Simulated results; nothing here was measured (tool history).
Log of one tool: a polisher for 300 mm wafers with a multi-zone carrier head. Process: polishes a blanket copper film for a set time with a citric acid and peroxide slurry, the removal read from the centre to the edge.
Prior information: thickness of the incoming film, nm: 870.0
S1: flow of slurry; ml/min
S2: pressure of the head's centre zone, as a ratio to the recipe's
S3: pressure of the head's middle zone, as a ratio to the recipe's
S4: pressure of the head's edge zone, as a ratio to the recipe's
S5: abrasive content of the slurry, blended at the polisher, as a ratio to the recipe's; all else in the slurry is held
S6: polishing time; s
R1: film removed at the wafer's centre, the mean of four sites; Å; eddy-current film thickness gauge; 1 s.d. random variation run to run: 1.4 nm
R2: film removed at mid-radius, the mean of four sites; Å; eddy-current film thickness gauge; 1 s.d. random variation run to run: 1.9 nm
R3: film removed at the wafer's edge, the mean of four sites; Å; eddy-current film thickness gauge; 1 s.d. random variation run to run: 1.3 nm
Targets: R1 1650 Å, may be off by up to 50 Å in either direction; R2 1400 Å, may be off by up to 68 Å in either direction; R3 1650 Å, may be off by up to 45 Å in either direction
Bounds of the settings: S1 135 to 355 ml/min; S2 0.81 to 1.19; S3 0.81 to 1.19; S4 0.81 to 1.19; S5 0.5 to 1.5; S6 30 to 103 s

run,hour,S1,S2,S3,S4,S5,S6,R1,R2,R3
1,0,225,1,1,1,1,66,1124.7,1127.7,1159.5
2,7.6,225,1.08,1,1,1,66,1209.3,1163.8,1154.4
3,12,235,1.09,0.97,1.05,1.15,69,1319.9,1201.3,1283.1
4,13.5,260,1.09,0.97,1.05,1.15,69,1364.2,1236.6,1317.4
5,18.9,260,1.09,0.97,1.05,1.35,69,1441.3,1308.7,1361.5
# hour 25.2: slurry nozzle cleaned
6,25.2,275,1.09,0.96,1.09,1.4,70,1570.9,1398.6,1465.6
7,33.5,285,1.07,0.93,1.12,1.4,70,1518.6,1357.8,1503.9
8,42.1,300,1.08,0.92,1.14,1.4,70,1545.3,1395.4,1536.9
9,43.3,305,1.09,0.9,1.16,1.4,70,1568.9,1363,1535.7

Of the 5 settings listed for the next run, only one would bring every result within its allowed miss of target. Which one?
A,44.5,200,1.05,0.81,1.19,1.45,75,?,?,?
B,44.5,335,0.95,0.88,1.19,1.3,74,?,?,?
C,44.5,280,1.14,0.85,1.11,1.3,71,?,?,?
D,44.5,350,1.02,0.89,1.12,1.35,73,?,?,?
E,44.5,305,1.1,0.87,1.19,1.2,77,?,?,?

move,R1,R2,R3
A,1531.1,1306.9,1612.2
B,1443.8,1405.3,1619.2
C,1591.2,1295,1478.8
D,1536.3,1415.5,1568.1
E,1653.4,1407.5,1638.1
A: brings the result that was furthest off to its target, and leaves another outside
B: brings the result that was furthest off to its target, and leaves another outside
C: moves away from the targets compared with the last run
D: closes in on the targets versus the last run, not all within tolerance yet
E: each result inside its tolerance
So the answer is move E, the one that meets all the targets.
